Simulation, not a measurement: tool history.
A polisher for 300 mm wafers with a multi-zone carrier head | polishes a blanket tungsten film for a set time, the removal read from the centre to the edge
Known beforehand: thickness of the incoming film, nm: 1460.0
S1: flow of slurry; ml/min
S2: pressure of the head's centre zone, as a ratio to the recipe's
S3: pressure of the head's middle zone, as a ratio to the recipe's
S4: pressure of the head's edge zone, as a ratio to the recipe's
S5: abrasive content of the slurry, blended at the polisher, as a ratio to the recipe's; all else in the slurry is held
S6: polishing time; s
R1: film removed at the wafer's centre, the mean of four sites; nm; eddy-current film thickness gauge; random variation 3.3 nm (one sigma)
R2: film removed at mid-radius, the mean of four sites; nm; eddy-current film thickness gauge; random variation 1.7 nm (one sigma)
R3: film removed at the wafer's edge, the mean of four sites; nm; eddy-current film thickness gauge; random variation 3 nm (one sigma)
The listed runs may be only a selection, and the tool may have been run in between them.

run 1 hour=0.0 | S1=240 S2=1.00 S3=1.00 S4=1.00 S5=1.00 S6=50 | R1=289.04 R2=292.24 R3=307.84
run 2 hour=5.5 | S1=240 S2=1.00 S3=1.04 S4=1.00 S5=1.00 S6=50 | R1=295.76 R2=302.94 R3=306.32
run 3 hour=6.5 | S1=240 S2=1.03 S3=1.02 S4=0.96 S5=0.85 S6=48 | R1=279.89 R2=276.11 R3=285.46
run 4 hour=8.1 | S1=245 S2=1.06 S3=1.03 S4=0.93 S5=0.75 S6=45 | R1=265.91 R2=260.49 R3=254.12
run 5 hour=16.8 | S1=245 S2=0.99 S3=1.03 S4=0.93 S5=0.75 S6=45 | R1=240.54 R2=258.35 R3=245.27
run 6 hour=24.1 | S1=245 S2=0.99 S3=1.03 S4=0.93 S5=0.65 S6=45 | R1=245.45 R2=253.08 R3=250.48
run 7 hour=27.6 | S1=240 S2=1.02 S3=1.00 S4=0.90 S5=0.60 S6=45 | R1=241.04 R2=244.06 R3=241.64

Run 8 has not been measured yet. What should we expect?
run 8 hour=29.3 | S1=240 S2=1.02 S3=1.00 S4=0.90 S5=0.60 S6=45 | R1=? R2=? R3=?

Run 8 came out at R1 243.29 nm, R2 242.19 nm, R3 236.11 nm.
